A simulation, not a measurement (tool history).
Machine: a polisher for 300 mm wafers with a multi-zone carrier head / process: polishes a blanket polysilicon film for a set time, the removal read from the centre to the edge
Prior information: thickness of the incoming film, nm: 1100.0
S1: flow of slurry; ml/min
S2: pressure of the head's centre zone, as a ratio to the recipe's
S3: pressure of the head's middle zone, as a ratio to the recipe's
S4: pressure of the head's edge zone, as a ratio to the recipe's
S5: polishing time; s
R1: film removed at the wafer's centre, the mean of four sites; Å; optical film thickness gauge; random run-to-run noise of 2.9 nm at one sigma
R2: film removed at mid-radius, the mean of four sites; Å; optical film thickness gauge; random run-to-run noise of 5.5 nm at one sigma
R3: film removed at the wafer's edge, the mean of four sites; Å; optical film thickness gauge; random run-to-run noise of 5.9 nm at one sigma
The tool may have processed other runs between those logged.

run 1 hour=0 | S1=210 S2=1 S3=1 S4=1 S5=47 | R1=3145.9 R2=3281.4 R3=3122.6
run 2 hour=2.5 | S1=210 S2=1 S3=1 S4=0.97 S5=47 | R1=3146.3 R2=3239.2 R3=3025
run 3 hour=6.4 | S1=210 S2=1 S3=1.06 S4=0.97 S5=47 | R1=3097.2 R2=3388.6 R3=3066
run 4 hour=8.2 | S1=210 S2=1 S3=1.06 S4=0.97 S5=41 | R1=2717.6 R2=3033.1 R3=2629.8
run 5 hour=12.3 | S1=210 S2=1 S3=1.14 S4=0.97 S5=41 | R1=2708.8 R2=3194.7 R3=2680.2
run 6 hour=14 | S1=210 S2=0.95 S3=1.14 S4=0.97 S5=41 | R1=2657.4 R2=3238.6 R3=2642
run 7 hour=18.8 | S1=205 S2=0.94 S3=1.14 S4=1.01 S5=44 | R1=2776.9 R2=3508.7 R3=2980
run 8 hour=26.1 | S1=230 S2=1.02 S3=1.15 S4=1.11 S5=53 | R1=3699.7 R2=4228.9 R3=3704.6
run 9 hour=33.6 | S1=220 S2=1 S3=1.14 S4=1.12 S5=54 | R1=3691.8 R2=4252.9 R3=3818.2
run 10 hour=39.5 | S1=215 S2=0.98 S3=1.14 S4=1.13 S5=54 | R1=3578.9 R2=4331.9 R3=3845.5
run 11 hour=47.3 | S1=210 S2=0.97 S3=1.13 S4=1.14 S5=54 | R1=3523.3 R2=4187.8 R3=3805.1
run 12 hour=53.1 | S1=210 S2=0.96 S3=1.12 S4=1.15 S5=55 | R1=3553.7 R2=4232.9 R3=3963.8

Predict the results of run 13:
run 13 hour=57.6 | S1=210 S2=0.95 S3=1.12 S4=1.16 S5=55 | R1=? R2=? R3=?

Run 13 gave R1 3546 Å, R2 4203.9 Å, R3 3857.3 Å.
